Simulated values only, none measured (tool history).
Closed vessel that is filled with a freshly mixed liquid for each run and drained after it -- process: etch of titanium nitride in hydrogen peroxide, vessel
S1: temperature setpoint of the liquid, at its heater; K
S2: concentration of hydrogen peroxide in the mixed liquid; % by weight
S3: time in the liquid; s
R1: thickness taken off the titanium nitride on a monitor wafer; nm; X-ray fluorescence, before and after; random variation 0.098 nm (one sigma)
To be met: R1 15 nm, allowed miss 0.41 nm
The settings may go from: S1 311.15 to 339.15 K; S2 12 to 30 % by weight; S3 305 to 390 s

| run | hour | S1 | S2 | S3 | R1 |
|---|---|---|---|---|---|
| 1 | 0 | 327.15 | 20.5 | 390 | 17.017 |
| 2 | 9.2 | 326.65 | 20.5 | 390 | 16.446 |
| 3 | 18.1 | 326.65 | 23.5 | 390 | 16.992 |
| 4 | 26.1 | 326.65 | 23.5 | 390 | 17.156 |
| 5 | 32.1 | 326.65 | 25.5 | 390 | 17.249 |
| 6 | 40.6 | 326.15 | 25.5 | 390 | 16.454 |
| 7 | 49.6 | 325.65 | 25.5 | 390 | 16.099 |
| 8 | 57.1 | 325.15 | 25.5 | 390 | 15.599 |
| 9 | 65.4 | 325.15 | 25.5 | 390 | 15.567 |

Consider the 5 candidate settings below. Which is the only one whose results all fall within their allowed miss of target?
| A | 73.7 | 325.15 | 28 | 370 | ? |
| B | 73.7 | 329.15 | 27 | 305 | ? |
| C | 73.7 | 329.15 | 21 | 310 | ? |
| D | 73.7 | 324.65 | 25.5 | 360 | ? |
| E | 73.7 | 326.15 | 25.5 | 375 | ? |

| move | R1 |
|---|---|
| A | 15.019 |
| B | 16.282 |
| C | 15.669 |
| D | 13.814 |
| E | 16.012 |
A: all results in spec
B: misses by more than the last run did
C: misses by more than the last run did
D: carries the result that was furthest off beyond its target, to the other side
E: misses by more than the last run did
A meets every target.
